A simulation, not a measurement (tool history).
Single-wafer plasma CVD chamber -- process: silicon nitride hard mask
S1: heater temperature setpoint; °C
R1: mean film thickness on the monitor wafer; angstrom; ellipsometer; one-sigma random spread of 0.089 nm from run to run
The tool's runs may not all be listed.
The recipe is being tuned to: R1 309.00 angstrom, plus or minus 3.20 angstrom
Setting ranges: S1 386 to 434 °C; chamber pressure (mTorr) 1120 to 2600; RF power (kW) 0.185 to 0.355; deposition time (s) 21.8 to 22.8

Run 1, hour 0.0: S1 410 °C, chamber pressure (mTorr) 1860, RF power (kW) 0.270, deposition time (s) 22.8. Result: R1 245.83 angstrom.
Run 2, hour 2.9: S1 410 °C, chamber pressure (mTorr) 1860, RF power (kW) 0.270, deposition time (s) 21.8. Result: R1 235.26 angstrom.
Run 3, hour 5.7: S1 410 °C, chamber pressure (mTorr) 1960, RF power (kW) 0.280, deposition time (s) 21.8. Result: R1 244.60 angstrom.
Run 4, hour 13.8: S1 410 °C, chamber pressure (mTorr) 1960, RF power (kW) 0.250, deposition time (s) 21.8. Result: R1 226.58 angstrom.
Run 5, hour 21.8: S1 410 °C, chamber pressure (mTorr) 1960, RF power (kW) 0.250, deposition time (s) 21.8. Result: R1 226.23 angstrom.
At hour 24.5: thermocouple changed; heater temperature recalibrated.
Run 6, hour 24.5: S1 410 °C, chamber pressure (mTorr) 2050, RF power (kW) 0.265, deposition time (s) 21.8. Result: R1 239.36 angstrom.
Run 7, hour 31.5: S1 410 °C, chamber pressure (mTorr) 2130, RF power (kW) 0.275, deposition time (s) 21.8. Result: R1 248.58 angstrom.
Run 8, hour 32.4: S1 410 °C, chamber pressure (mTorr) 2200, RF power (kW) 0.285, deposition time (s) 21.8. Result: R1 257.25 angstrom.
Run 9, hour 37.0: S1 410 °C, chamber pressure (mTorr) 2260, RF power (kW) 0.290, deposition time (s) 21.8. Result: R1 261.92 angstrom.
Run 10, hour 43.3: S1 410 °C, chamber pressure (mTorr) 2310, RF power (kW) 0.295, deposition time (s) 21.8. Result: R1 267.78 angstrom.
Run 11, hour 48.2: S1 410 °C, chamber pressure (mTorr) 2350, RF power (kW) 0.300, deposition time (s) 21.8. Result: R1 270.76 angstrom.
Run 12, hour 49.5: S1 410 °C, chamber pressure (mTorr) 2380, RF power (kW) 0.305, deposition time (s) 21.8. Result: R1 275.97 angstrom.

Consider the 5 candidate settings below. Which is the only one whose results all fall within their allowed miss of target?
Run A, hour 50.8: S1 420 °C, chamber pressure (mTorr) 2360, RF power (kW) 0.265, deposition time (s) 22.3. Result: R1 ?.
Run B, hour 50.8: S1 414 °C, chamber pressure (mTorr) 2450, RF power (kW) 0.350, deposition time (s) 21.8. Result: R1 ?.
Run C, hour 50.8: S1 425 °C, chamber pressure (mTorr) 2600, RF power (kW) 0.330, deposition time (s) 22.8. Result: R1 ?.
Run D, hour 50.8: S1 413 °C, chamber pressure (mTorr) 2300, RF power (kW) 0.330, deposition time (s) 22.8. Result: R1 ?.
Run E, hour 50.8: S1 410 °C, chamber pressure (mTorr) 2350, RF power (kW) 0.340, deposition time (s) 22.3. Result: R1 ?.

move      R1
   A  253.75
   B  303.85
   C  308.67
   D  301.14
   E  302.50
A: its largest miss is bigger than the last run's
B: closes in on the targets versus the last run, not all within tolerance yet
C: each result inside its tolerance
D: closes in on the targets versus the last run, not all within tolerance yet
E: closes in on the targets versus the last run, not all within tolerance yet
The right move is C.
